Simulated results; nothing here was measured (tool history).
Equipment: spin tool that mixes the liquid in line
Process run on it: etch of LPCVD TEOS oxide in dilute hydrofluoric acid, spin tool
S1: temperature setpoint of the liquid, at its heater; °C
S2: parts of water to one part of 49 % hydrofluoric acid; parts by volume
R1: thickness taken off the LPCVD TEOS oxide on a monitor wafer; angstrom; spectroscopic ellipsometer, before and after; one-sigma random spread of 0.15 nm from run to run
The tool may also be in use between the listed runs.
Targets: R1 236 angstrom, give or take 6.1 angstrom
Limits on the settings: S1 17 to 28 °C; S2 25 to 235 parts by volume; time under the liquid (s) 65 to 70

run 1 hour=0 | S1=20 S2=130 time_under_the_liquid_(s)=65 | R1=149.3
run 2 hour=1.4 | S1=20 S2=130 time_under_the_liquid_(s)=65 | R1=150.22
run 3 hour=8.3 | S1=20 S2=170 time_under_the_liquid_(s)=65 | R1=109.75
run 4 hour=12.7 | S1=20 S2=205 time_under_the_liquid_(s)=65 | R1=88.501
run 5 hour=19.4 | S1=20 S2=205 time_under_the_liquid_(s)=65 | R1=87.343
run 6 hour=28.1 | S1=21.5 S2=190 time_under_the_liquid_(s)=65 | R1=101.21
run 7 hour=28.8 | S1=22.5 S2=175 time_under_the_liquid_(s)=65 | R1=117.07
run 8 hour=35.5 | S1=23.5 S2=160 time_under_the_liquid_(s)=65 | R1=132.54
run 9 hour=36.6 | S1=24 S2=150 time_under_the_liquid_(s)=65 | R1=148.76
run 10 hour=39.4 | S1=24.5 S2=140 time_under_the_liquid_(s)=65 | R1=161.6
run 11 hour=42.7 | S1=24.5 S2=140 time_under_the_liquid_(s)=65 | R1=163.38
run 12 hour=44.2 | S1=25 S2=135 time_under_the_liquid_(s)=65 | R1=174.53
run 13 hour=50.4 | S1=25.5 S2=130 time_under_the_liquid_(s)=65 | R1=185.54
run 14 hour=54.3 | S1=28 S2=110 time_under_the_liquid_(s)=65 | R1=246.08
run 15 hour=57.5 | S1=27.5 S2=110 time_under_the_liquid_(s)=65 | R1=241.17

Below are 5 possible settings for the next run. Only one of them brings all results inside the allowed miss of their targets. Which is it?
run A hour=60.7 | S1=26 S2=100 time_under_the_liquid_(s)=65 | R1=?
run B hour=60.7 | S1=28 S2=105 time_under_the_liquid_(s)=65 | R1=?
run C hour=60.7 | S1=25.5 S2=100 time_under_the_liquid_(s)=65 | R1=?
run D hour=60.7 | S1=26 S2=115 time_under_the_liquid_(s)=70 | R1=?
run E hour=60.7 | S1=28 S2=115 time_under_the_liquid_(s)=70 | R1=?

move=A R1=257.02
move=B R1=262.63
move=C R1=252.06
move=D R1=236.14
move=E R1=254.83
A: further off than the last run
B: further off than the last run
C: further off than the last run
D: every result lands within tolerance
E: further off than the last run
Correct choice: D, which meets every target

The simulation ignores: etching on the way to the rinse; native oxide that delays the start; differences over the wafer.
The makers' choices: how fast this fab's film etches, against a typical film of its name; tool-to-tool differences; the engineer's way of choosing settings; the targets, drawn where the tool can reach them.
